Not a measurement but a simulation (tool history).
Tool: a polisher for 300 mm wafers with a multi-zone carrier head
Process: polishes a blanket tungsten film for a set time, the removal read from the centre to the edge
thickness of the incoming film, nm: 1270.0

run    day  flow of slurry (ml/min)  pressure of the head's centre zone  pressure of the head's middle zone  pressure of the head's edge zone  abrasive content of the slurry  polishing time (s)  film removed at the wafer's centre (angstrom)  film removed at mid-radius (angstrom)  film removed at the wafer's edge (angstrom)
  1      0                      300                                   1                                   1                                 1                               1                  65                                         2276.1                                 2406.7                                       2407.1
  2  0.096                      300                                0.93                                   1                                 1                               1                  65                                         2091.7                                 2380.4                                         2403
  3  0.242                      305                                0.95                                1.03                              0.96                             0.9                  60                                         1936.9                                 2257.3                                       2115.4
  4  0.521                      305                                0.95                                1.03                              0.96                             0.9                  52                                         1660.2                                 1984.4                                       1828.2
  5  0.896                      305                                0.96                                1.03                              0.93                             0.8                  51                                         1555.3                                 1799.4                                       1677.9
  6  1.021                      245                                0.96                                1.03                              0.93                             0.8                  51                                         1561.3                                 1790.6                                       1678.6
  7  1.133                      250                                1.03                                1.13                              0.83                            0.55                  48                                         1379.2                                   1640                                       1336.3

Forecast run 8:
  8  1.329                      275                                1.08                                1.16                              0.91                            0.65                  48                                              ?                                      ?                                            ?

Run 8 gave film removed at the wafer's centre (angstrom) 1578.8, film removed at mid-radius (angstrom) 1786.8, film removed at the wafer's edge (angstrom) 1467.5.

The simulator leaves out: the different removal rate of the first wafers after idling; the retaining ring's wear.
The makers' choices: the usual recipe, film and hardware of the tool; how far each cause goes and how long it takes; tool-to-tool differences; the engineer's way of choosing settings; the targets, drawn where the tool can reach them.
